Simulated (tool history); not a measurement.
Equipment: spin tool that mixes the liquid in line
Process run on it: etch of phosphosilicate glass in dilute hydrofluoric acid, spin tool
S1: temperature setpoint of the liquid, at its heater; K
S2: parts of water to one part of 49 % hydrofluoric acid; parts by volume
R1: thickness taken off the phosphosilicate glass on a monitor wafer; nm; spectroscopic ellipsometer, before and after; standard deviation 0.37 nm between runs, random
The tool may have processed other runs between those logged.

{"run": 1, "day": 0.0, "S1": 296.15, "S2": 200, "time under the liquid (s)": 120, "R1": 72.464}
{"run": 2, "day": 0.308, "S1": 295.65, "S2": 205, "time under the liquid (s)": 120, "R1": 68.814}
{"run": 3, "day": 0.371, "S1": 295.15, "S2": 210, "time under the liquid (s)": 120, "R1": 67.291}
{"run": 4, "day": 0.475, "S1": 294.65, "S2": 215, "time under the liquid (s)": 120, "R1": 63.489}
{"run": 5, "day": 0.821, "S1": 297.65, "S2": 215, "time under the liquid (s)": 120, "R1": 70.846}
{"run": 6, "day": 1.092, "S1": 296.65, "S2": 220, "time under the liquid (s)": 120, "R1": 66.222}
{"run": 7, "day": 1.383, "S1": 296.15, "S2": 225, "time under the liquid (s)": 120, "R1": 63.249}
{"run": 8, "day": 1.567, "S1": 295.65, "S2": 230, "time under the liquid (s)": 120, "R1": 61.213}

Run 9 is up next; what results do you expect?
{"run": 9, "day": 1.629, "S1": 295.15, "S2": 235, "time under the liquid (s)": 120, "R1": "?"}

R1: 58.287 nm
